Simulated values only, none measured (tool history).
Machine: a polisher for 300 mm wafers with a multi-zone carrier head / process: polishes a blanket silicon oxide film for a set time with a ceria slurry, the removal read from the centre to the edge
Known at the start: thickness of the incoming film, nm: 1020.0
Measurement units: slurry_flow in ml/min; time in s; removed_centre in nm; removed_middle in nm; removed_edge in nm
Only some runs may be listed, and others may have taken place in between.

Run 1, hour 0: slurry_flow 285 ml/min, centre_zone 1, middle_zone 1, edge_zone 1, time 56 s. Result: removed_centre 236.9 nm, removed_middle 237.07 nm, removed_edge 238.78 nm.
Run 2, hour 1.4: slurry_flow 285 ml/min, centre_zone 0.98, middle_zone 1.01, edge_zone 0.96, time 54 s. Result: removed_centre 223.83 nm, removed_middle 228.58 nm, removed_edge 225.54 nm.
Run 3, hour 9.4: slurry_flow 285 ml/min, centre_zone 1.02, middle_zone 1.01, edge_zone 0.96, time 54 s. Result: removed_centre 230.49 nm, removed_middle 228.43 nm, removed_edge 228.14 nm.
Run 4, hour 12.6: slurry_flow 285 ml/min, centre_zone 1.02, middle_zone 1.01, edge_zone 0.96, time 44 s. Result: removed_centre 186.81 nm, removed_middle 189.6 nm, removed_edge 186.88 nm.
Run 5, hour 18.6: slurry_flow 345 ml/min, centre_zone 1.02, middle_zone 1.01, edge_zone 0.96, time 44 s. Result: removed_centre 190.2 nm, removed_middle 190.26 nm, removed_edge 188.9 nm.
Run 6, hour 19.6: slurry_flow 345 ml/min, centre_zone 1.02, middle_zone 1.04, edge_zone 0.95, time 44 s. Result: removed_centre 191.14 nm, removed_middle 195.86 nm, removed_edge 189.94 nm.
Run 7, hour 25.9: slurry_flow 345 ml/min, centre_zone 1.02, middle_zone 1.04, edge_zone 0.95, time 44 s. Result: removed_centre 192.39 nm, removed_middle 195 nm, removed_edge 187.8 nm.
Run 8, hour 28.1: slurry_flow 345 ml/min, centre_zone 1.02, middle_zone 1.04, edge_zone 0.95, time 44 s. Result: removed_centre 190.88 nm, removed_middle 197 nm, removed_edge 185.15 nm.

The next listed run, before its measurement:
Run 9, hour 31.1: slurry_flow 345 ml/min, centre_zone 1.01, middle_zone 1.06, edge_zone 0.96, time 44 s. Result: removed_centre ?, removed_middle ?, removed_edge ?.

removed_centre: 191.27 nm
removed_middle: 200.4 nm
removed_edge: 186.92 nm
